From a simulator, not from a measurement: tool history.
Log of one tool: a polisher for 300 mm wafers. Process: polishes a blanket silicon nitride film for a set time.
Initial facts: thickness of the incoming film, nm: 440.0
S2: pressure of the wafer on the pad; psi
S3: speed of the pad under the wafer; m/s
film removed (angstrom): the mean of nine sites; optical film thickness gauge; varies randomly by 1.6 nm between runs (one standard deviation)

run 1 hour=0 | flow_of_slurry_(ml/min)=165 S2=3.4 S3=1.06 polishing_time_(s)=90 | film_removed_(angstrom)=1832
run 2 hour=1.2 | flow_of_slurry_(ml/min)=165 S2=2.8 S3=1.06 polishing_time_(s)=90 | film_removed_(angstrom)=1559.3
run 3 hour=2.1 | flow_of_slurry_(ml/min)=165 S2=2.6 S3=1.06 polishing_time_(s)=90 | film_removed_(angstrom)=1465.7
run 4 hour=9.8 | flow_of_slurry_(ml/min)=165 S2=2.5 S3=1.06 polishing_time_(s)=90 | film_removed_(angstrom)=1438.2
run 5 hour=13.5 | flow_of_slurry_(ml/min)=190 S2=2.5 S3=1.06 polishing_time_(s)=90 | film_removed_(angstrom)=1472.8
run 6 hour=17 | flow_of_slurry_(ml/min)=185 S2=2.4 S3=1.06 polishing_time_(s)=90 | film_removed_(angstrom)=1452.6
run 7 hour=17.6 | flow_of_slurry_(ml/min)=175 S2=2.3 S3=1.06 polishing_time_(s)=90 | film_removed_(angstrom)=1400.2

Estimate the outcome of run 8 from the log above:
run 8 hour=18.5 | flow_of_slurry_(ml/min)=170 S2=2.2 S3=1.06 polishing_time_(s)=90 | film_removed_(angstrom)=?

{"run 8": {"film removed (angstrom)": 1335.7}}
